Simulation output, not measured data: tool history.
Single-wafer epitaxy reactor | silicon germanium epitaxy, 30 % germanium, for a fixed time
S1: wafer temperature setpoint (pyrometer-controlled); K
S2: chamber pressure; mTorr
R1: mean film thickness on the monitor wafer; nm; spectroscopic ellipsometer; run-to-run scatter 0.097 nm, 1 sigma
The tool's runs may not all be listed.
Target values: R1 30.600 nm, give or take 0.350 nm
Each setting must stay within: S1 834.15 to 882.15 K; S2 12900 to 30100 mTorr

run    day      S1     S2      R1
  1  0.000  858.15  21500  46.062
  2  0.054  855.15  21500  43.809
  3  0.162  848.15  21500  38.301
  4  0.496  847.15  21500  37.454
  5  0.817  851.15  21500  40.344
  6  0.888  842.15  21500  34.066
  7  1.162  841.15  21500  33.311
  8  1.321  840.15  21500  32.634
  9  1.367  838.15  21500  31.300

Pick the move, out of 5, that brings all results within their allowed miss; only one does.
  A  1.412  837.15  23700   ?
  B  1.412  839.15  21600   ?
  C  1.412  838.15  19900   ?
  D  1.412  835.15  25200   ?
  E  1.412  843.15  17200   ?

move      R1
   A  32.207
   B  32.358
   C  30.780
   D  31.681
   E  32.167
A: further off than the last run
B: further off than the last run
C: every result lands within tolerance
D: further off than the last run
E: further off than the last run
The right move is C.

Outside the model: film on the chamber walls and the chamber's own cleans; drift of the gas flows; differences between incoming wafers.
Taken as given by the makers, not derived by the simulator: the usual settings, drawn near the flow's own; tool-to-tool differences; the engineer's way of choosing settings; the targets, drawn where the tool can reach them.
